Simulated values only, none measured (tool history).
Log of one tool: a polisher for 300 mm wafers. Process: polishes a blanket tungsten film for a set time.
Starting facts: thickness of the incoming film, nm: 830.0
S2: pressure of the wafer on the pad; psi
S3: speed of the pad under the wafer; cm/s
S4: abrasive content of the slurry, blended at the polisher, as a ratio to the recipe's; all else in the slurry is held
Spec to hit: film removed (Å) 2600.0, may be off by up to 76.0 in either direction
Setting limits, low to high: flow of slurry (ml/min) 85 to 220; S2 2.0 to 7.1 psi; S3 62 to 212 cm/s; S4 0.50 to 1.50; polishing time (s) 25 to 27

run 1 day=0.000 | flow_of_slurry_(ml/min)=140 S2=4.5 S3=136 S4=1.00 polishing_time_(s)=27 | film_removed_(Å)=1765.5
run 2 day=0.067 | flow_of_slurry_(ml/min)=150 S2=4.9 S3=136 S4=1.00 polishing_time_(s)=27 | film_removed_(Å)=1945.5
run 3 day=0.242 | flow_of_slurry_(ml/min)=155 S2=5.3 S3=136 S4=1.00 polishing_time_(s)=27 | film_removed_(Å)=2110.4
run 4 day=0.542 | flow_of_slurry_(ml/min)=170 S2=5.3 S3=136 S4=1.00 polishing_time_(s)=27 | film_removed_(Å)=2192.3
run 5 day=0.596 | flow_of_slurry_(ml/min)=205 S2=5.3 S3=136 S4=1.00 polishing_time_(s)=27 | film_removed_(Å)=2234.4
run 6 day=0.775 | flow_of_slurry_(ml/min)=205 S2=4.8 S3=136 S4=1.00 polishing_time_(s)=27 | film_removed_(Å)=2006.8
run 7 day=0.904 | flow_of_slurry_(ml/min)=205 S2=5.1 S3=136 S4=1.00 polishing_time_(s)=27 | film_removed_(Å)=2110.8
run 8 day=1.150 | flow_of_slurry_(ml/min)=205 S2=5.4 S3=136 S4=1.00 polishing_time_(s)=27 | film_removed_(Å)=2246.1

4 candidate next runs follow, results not yet known. Just one meets every target within its allowed miss. Identify it.
run A day=1.396 | flow_of_slurry_(ml/min)=190 S2=6.2 S3=126 S4=1.00 polishing_time_(s)=27 | film_removed_(Å)=?
run B day=1.396 | flow_of_slurry_(ml/min)=220 S2=6.1 S3=130 S4=1.25 polishing_time_(s)=27 | film_removed_(Å)=?
run C day=1.396 | flow_of_slurry_(ml/min)=200 S2=5.7 S3=136 S4=1.05 polishing_time_(s)=27 | film_removed_(Å)=?
run D day=1.396 | flow_of_slurry_(ml/min)=190 S2=5.8 S3=164 S4=1.00 polishing_time_(s)=27 | film_removed_(Å)=?

move=A film_removed_(Å)=2405.0
move=B film_removed_(Å)=2592.4
move=C film_removed_(Å)=2395.5
move=D film_removed_(Å)=2792.6
A: an improvement on the last run, though not all results are within tolerance
B: in spec on every target
C: an improvement on the last run, though not all results are within tolerance
D: takes the result that was furthest off past its target
So the answer is move B, the one that meets all the targets.
